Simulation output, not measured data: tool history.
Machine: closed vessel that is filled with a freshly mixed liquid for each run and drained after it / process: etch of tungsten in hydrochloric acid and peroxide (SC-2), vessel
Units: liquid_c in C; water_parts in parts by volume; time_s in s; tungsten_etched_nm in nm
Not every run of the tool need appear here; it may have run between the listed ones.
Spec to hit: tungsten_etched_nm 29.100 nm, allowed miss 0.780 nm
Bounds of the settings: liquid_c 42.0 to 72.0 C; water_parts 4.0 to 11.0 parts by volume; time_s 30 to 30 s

run  hour  liquid_c  water_parts  time_s  tungsten_etched_nm
  1   0.0      58.0          6.0      30              20.044
  2   6.1      59.0          6.0      30              21.117
  3  12.4      59.0          4.5      30              25.597
  4  19.4      55.5          4.5      30              20.653
  5  22.0      56.5          4.5      30              22.433
  6  30.0      56.5          6.0      30              18.075
  7  34.4      58.0          6.0      30              19.850
  8  37.3      65.0          6.0      30              30.471

Which of these 4 next moves meets every target?
  A  40.2      67.0          6.5      30                   ?
  B  40.2      64.0          6.0      30                   ?
  C  40.2      63.5          6.0      30                   ?
  D  40.2      64.0          5.5      30                   ?

move  tungsten_etched_nm
   A              32.791
   B              29.039
   C              28.162
   D              30.975
A: misses by more than the last run did
B: every result lands within tolerance
C: pushes the last run's worst result past its target
D: misses by more than the last run did
So the answer is move B, the one that meets all the targets.

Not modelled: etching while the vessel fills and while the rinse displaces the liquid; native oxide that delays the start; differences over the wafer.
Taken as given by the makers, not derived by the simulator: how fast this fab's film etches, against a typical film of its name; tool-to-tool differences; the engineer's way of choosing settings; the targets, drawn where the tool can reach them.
